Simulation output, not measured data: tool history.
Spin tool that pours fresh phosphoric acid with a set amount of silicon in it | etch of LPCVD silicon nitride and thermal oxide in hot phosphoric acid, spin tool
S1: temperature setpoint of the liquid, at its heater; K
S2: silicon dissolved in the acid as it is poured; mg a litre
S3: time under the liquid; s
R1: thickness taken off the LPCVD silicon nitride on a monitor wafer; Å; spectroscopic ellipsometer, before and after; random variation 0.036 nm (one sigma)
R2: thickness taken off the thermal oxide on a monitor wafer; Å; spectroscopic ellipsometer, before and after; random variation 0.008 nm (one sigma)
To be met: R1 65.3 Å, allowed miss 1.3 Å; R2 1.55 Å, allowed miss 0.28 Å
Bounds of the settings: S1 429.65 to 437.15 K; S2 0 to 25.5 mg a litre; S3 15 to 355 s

run 1 day=0 | S1=432.15 S2=11 S3=180 | R1=163.06 R2=4.038
run 2 day=0.129 | S1=434.15 S2=11 S3=180 | R1=174.49 R2=4.3701
run 3 day=0.225 | S1=432.15 S2=11 S3=180 | R1=163.52 R2=3.7303
run 4 day=0.258 | S1=433.15 S2=11 S3=180 | R1=167.97 R2=3.8017
run 5 day=0.421 | S1=433.15 S2=11 S3=240 | R1=223.45 R2=5.5377
run 6 day=0.708 | S1=432.15 S2=9.5 S3=180 | R1=161.04 R2=4.0152
run 7 day=1.079 | S1=431.65 S2=9 S3=135 | R1=120.75 R2=3.1034
run 8 day=1.433 | S1=431.15 S2=9.5 S3=110 | R1=95.496 R2=2.1084
run 9 day=1.779 | S1=430.65 S2=8.5 S3=95 | R1=81.394 R2=1.7867
run 10 day=2.138 | S1=430.15 S2=7.5 S3=90 | R1=75.529 R2=1.7358
run 11 day=2.412 | S1=429.65 S2=6 S3=65 | R1=53.929 R2=1.2126
run 12 day=2.446 | S1=430.15 S2=6 S3=65 | R1=55.31 R2=1.2444
run 13 day=2.788 | S1=431.15 S2=6.5 S3=65 | R1=56.388 R2=1.3548
run 14 day=3.012 | S1=431.65 S2=7.5 S3=65 | R1=57.636 R2=1.3306
run 15 day=3.371 | S1=432.15 S2=8.5 S3=65 | R1=58.336 R2=1.366
run 16 day=3.538 | S1=432.65 S2=9.5 S3=65 | R1=60.45 R2=1.4372
run 17 day=3.908 | S1=433.15 S2=10.5 S3=65 | R1=60.823 R2=1.5661
run 18 day=4.017 | S1=432.65 S2=11.5 S3=65 | R1=59.269 R2=1.342

5 next moves are on the table. One of them brings every result within its allowed miss. Which?
run A day=4.125 | S1=434.15 S2=10.5 S3=65 | R1=? R2=?
run B day=4.125 | S1=431.15 S2=20.5 S3=80 | R1=? R2=?
run C day=4.125 | S1=431.15 S2=7 S3=75 | R1=? R2=?
run D day=4.125 | S1=431.15 S2=24 S3=80 | R1=? R2=?
run E day=4.125 | S1=436.65 S2=0 S3=60 | R1=? R2=?

move=A R1=62.701 R2=1.4738
move=B R1=69.758 R2=1.1254
move=C R1=65.398 R2=1.4679
move=D R1=69.758 R2=1.0112
move=E R1=62.893 R2=2.0197
A: nearer than the last run, and not there yet
B: takes the result that was furthest off past its target
C: meets every target
D: takes the result that was furthest off past its target
E: nearer than the last run, and not there yet
Move C is the one to make.
